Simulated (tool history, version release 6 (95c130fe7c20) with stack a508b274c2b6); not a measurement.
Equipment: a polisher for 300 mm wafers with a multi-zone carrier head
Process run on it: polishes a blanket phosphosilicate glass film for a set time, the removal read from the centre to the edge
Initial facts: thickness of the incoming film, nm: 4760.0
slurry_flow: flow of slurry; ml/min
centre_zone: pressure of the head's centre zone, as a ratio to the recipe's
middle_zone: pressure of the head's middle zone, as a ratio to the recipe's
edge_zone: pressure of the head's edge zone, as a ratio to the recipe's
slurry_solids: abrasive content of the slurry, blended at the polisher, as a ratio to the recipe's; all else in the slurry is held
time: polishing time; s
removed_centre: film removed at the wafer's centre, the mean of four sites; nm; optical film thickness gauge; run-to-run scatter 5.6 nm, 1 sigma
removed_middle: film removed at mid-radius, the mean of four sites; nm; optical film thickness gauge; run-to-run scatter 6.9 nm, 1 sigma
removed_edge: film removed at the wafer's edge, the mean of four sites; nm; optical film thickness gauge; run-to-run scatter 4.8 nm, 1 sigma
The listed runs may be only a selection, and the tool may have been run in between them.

run	hour	slurry_flow	centre_zone	middle_zone	edge_zone	slurry_solids	time	removed_centre	removed_middle	removed_edge
1	0	155	1	1	1	1	73	498.05	494.95	529.64
2	4.6	180	1.02	1.06	0.99	1.15	74	569.05	575.08	576.28
3	10.9	195	1.03	1.1	0.98	1.25	75	619.52	635.46	614.76
4	14.3	195	1.03	1.1	0.98	1.1	75	584.03	604.86	573.85
5	17.3	195	1.03	1.1	0.98	1.1	65	504.07	525.47	497.48
6	23.7	155	1.03	1.1	0.98	1.1	65	483.59	496.33	488.72
7	27	180	1.03	1.13	0.97	1.25	69	561.56	590.56	559.22
8	33.7	200	1.04	1.15	0.96	1.35	72	629.38	652.09	603.31

Run 9, settings as shown, results not yet in. Your forecast:
9	38.9	215	1.03	1.16	0.94	1.4	75	?	?	?

removed_centre: 669.66 nm
removed_middle: 706.92 nm
removed_edge: 638.61 nm
